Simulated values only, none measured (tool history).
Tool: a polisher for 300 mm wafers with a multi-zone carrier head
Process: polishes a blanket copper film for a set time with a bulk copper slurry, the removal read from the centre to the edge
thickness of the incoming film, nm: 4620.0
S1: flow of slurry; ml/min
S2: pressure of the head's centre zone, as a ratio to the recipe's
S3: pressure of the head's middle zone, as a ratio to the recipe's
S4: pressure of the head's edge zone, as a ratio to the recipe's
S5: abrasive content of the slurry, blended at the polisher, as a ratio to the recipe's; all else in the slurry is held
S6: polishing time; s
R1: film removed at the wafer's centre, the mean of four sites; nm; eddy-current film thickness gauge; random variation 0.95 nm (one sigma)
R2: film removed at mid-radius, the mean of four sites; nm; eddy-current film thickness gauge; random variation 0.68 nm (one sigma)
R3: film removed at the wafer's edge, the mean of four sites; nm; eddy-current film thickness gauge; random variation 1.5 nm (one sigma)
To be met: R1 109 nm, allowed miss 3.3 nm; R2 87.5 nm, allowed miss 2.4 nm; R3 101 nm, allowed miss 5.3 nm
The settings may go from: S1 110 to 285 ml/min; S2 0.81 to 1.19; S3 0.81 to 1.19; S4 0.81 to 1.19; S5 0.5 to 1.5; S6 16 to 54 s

| run | hour | S1 | S2 | S3 | S4 | S5 | S6 | R1 | R2 | R3 |
|---|---|---|---|---|---|---|---|---|---|---|
| 1 | 0 | 180 | 1 | 1 | 1 | 1 | 35 | 178.82 | 183.46 | 181.91 |
| 2 | 7.5 | 180 | 0.93 | 1 | 1 | 1 | 35 | 168.65 | 183.24 | 176.54 |
| 3 | 12.8 | 175 | 0.95 | 0.98 | 0.99 | 0.95 | 33 | 161.54 | 169.35 | 168.56 |
| 4 | 15.4 | 175 | 0.96 | 0.96 | 0.97 | 0.9 | 31 | 150.49 | 153.59 | 159.46 |
| 5 | 22.3 | 140 | 0.96 | 0.96 | 0.97 | 0.9 | 31 | 143.24 | 146.02 | 149.5 |
| 6 | 28.2 | 135 | 0.98 | 0.95 | 0.95 | 0.85 | 30 | 137.94 | 139.87 | 140.65 |
| 7 | 33 | 135 | 1 | 0.93 | 0.95 | 0.8 | 29 | 134.5 | 130.69 | 134.29 |
| 8 | 36.7 | 135 | 1.01 | 0.92 | 0.95 | 0.75 | 28 | 133.47 | 122.7 | 127.06 |
| 9 | 38.5 | 135 | 1.01 | 0.91 | 0.95 | 0.7 | 27 | 125.89 | 117.7 | 126.43 |
| 10 | 41.4 | 135 | 1.02 | 0.9 | 0.94 | 0.7 | 26 | 121.36 | 111.28 | 117.46 |
| 11 | 48.8 | 135 | 1.03 | 0.89 | 0.94 | 0.7 | 26 | 123.25 | 112.13 | 118.79 |

4 next moves are on the table. One of them brings every result within its allowed miss. Which?
| A | 56.2 | 125 | 1.09 | 0.83 | 0.96 | 0.7 | 22 | ? | ? | ? |
| B | 56.2 | 110 | 0.98 | 1.07 | 0.83 | 0.85 | 25 | ? | ? | ? |
| C | 56.2 | 170 | 0.9 | 1.19 | 0.81 | 0.95 | 23 | ? | ? | ? |
| D | 56.2 | 130 | 1.01 | 0.89 | 0.96 | 0.75 | 32 | ? | ? | ? |

| move | R1 | R2 | R3 |
|---|---|---|---|
| A | 108.51 | 87.455 | 98.644 |
| B | 108.87 | 121.32 | 104.35 |
| C | 105.55 | 138.36 | 103.89 |
| D | 149.23 | 137.35 | 145.64 |
A: meets every target
B: further off than the last run
C: further off than the last run
D: further off than the last run
Answer: A
